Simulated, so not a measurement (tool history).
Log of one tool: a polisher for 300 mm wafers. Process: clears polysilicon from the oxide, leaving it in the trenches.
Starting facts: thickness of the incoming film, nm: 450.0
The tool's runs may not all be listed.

| run | hour | flow of slurry (ml/min) | pressure of the wafer on the pad (kPa) | speed of the pad under the wafer (cm/s) | overpolish time after the end point (s) | time until the end point was called (s) | dishing of a wide line in a test structure (angstrom) |
|---|---|---|---|---|---|---|---|
| 1 | 0 | 145 | 15.2 | 130 | 16 | 32.919 | 388.47 |
| 2 | 6.6 | 130 | 15.2 | 130 | 16 | 33.816 | 390.15 |
| 3 | 12.3 | 125 | 13.1 | 128 | 17 | 38.717 | 406.88 |
| 4 | 20.9 | 140 | 11.7 | 120 | 14 | 45.114 | 366.72 |
| 5 | 21.8 | 140 | 11.7 | 146 | 14 | 38.285 | 390.33 |
| 6 | 22.9 | 135 | 10.3 | 142 | 15 | 44.326 | 389.71 |
| 7 | 25.6 | 130 | 6.9 | 138 | 18 | 67.215 | 367.88 |

What will run 8 give?
| 8 | 28.5 | 125 | 7.6 | 140 | 19 | ? | ? |

time until the end point was called (s): 61.512
dishing of a wide line in a test structure (angstrom): 385.98
